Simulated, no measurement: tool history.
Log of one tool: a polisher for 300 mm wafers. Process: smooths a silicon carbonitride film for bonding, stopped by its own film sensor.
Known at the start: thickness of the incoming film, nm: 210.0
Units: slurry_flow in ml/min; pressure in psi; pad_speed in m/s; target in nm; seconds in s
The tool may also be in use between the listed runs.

Run 1, day 0.000: slurry_flow 175 ml/min, pressure 1.4 psi, pad_speed 0.82 m/s, slurry_solids 1.0, target 199 nm. Result: seconds 63.352 s.
Run 2, day 0.142: slurry_flow 175 ml/min, pressure 1.1 psi, pad_speed 0.82 m/s, slurry_solids 1.0, target 199 nm. Result: seconds 78.935 s.
Run 3, day 0.221: slurry_flow 175 ml/min, pressure 1.4 psi, pad_speed 0.84 m/s, slurry_solids 1.0, target 199 nm. Result: seconds 63.983 s.
Run 4, day 0.442: slurry_flow 200 ml/min, pressure 1.4 psi, pad_speed 0.84 m/s, slurry_solids 1.0, target 199 nm. Result: seconds 62.752 s.
Run 5, day 0.592: slurry_flow 200 ml/min, pressure 1.6 psi, pad_speed 0.86 m/s, slurry_solids 1.0, target 199 nm. Result: seconds 56.140 s.
Run 6, day 0.746: slurry_flow 200 ml/min, pressure 1.6 psi, pad_speed 0.86 m/s, slurry_solids 1.2, target 199 nm. Result: seconds 51.297 s.
Run 7, day 0.850: slurry_flow 200 ml/min, pressure 1.7 psi, pad_speed 0.88 m/s, slurry_solids 1.2, target 199 nm. Result: seconds 48.545 s.
Run 8, day 1.142: slurry_flow 200 ml/min, pressure 1.8 psi, pad_speed 0.90 m/s, slurry_solids 1.2, target 199 nm. Result: seconds 44.997 s.

Run 9 comes next. What will it give?
Run 9, day 1.358: slurry_flow 200 ml/min, pressure 1.9 psi, pad_speed 0.92 m/s, slurry_solids 1.2, target 199 nm. Result: seconds ?.

seconds: 43.120 s
